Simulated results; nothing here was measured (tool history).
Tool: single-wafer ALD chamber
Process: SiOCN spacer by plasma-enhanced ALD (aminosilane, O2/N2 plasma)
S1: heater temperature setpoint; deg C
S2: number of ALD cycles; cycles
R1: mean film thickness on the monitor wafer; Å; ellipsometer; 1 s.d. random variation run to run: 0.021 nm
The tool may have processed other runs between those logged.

{"run": 1, "hour": 0.0, "S1": 380, "S2": 108, "R1": 66.577}
{"run": 2, "hour": 6.0, "S1": 380, "S2": 102, "R1": 63.413}
{"run": 3, "hour": 7.6, "S1": 380, "S2": 95, "R1": 58.549}
{"run": 4, "hour": 12.2, "S1": 371, "S2": 95, "R1": 58.802}
{"run": 5, "hour": 17.1, "S1": 381, "S2": 95, "R1": 58.425}
{"run": 6, "hour": 25.6, "S1": 381, "S2": 93, "R1": 57.746}
{"run": 7, "hour": 28.8, "S1": 381, "S2": 91, "R1": 56.458}

For run 8, what comes out?
{"run": 8, "hour": 32.9, "S1": 381, "S2": 90, "R1": "?"}

Run 8 came out at R1 55.771 Å.
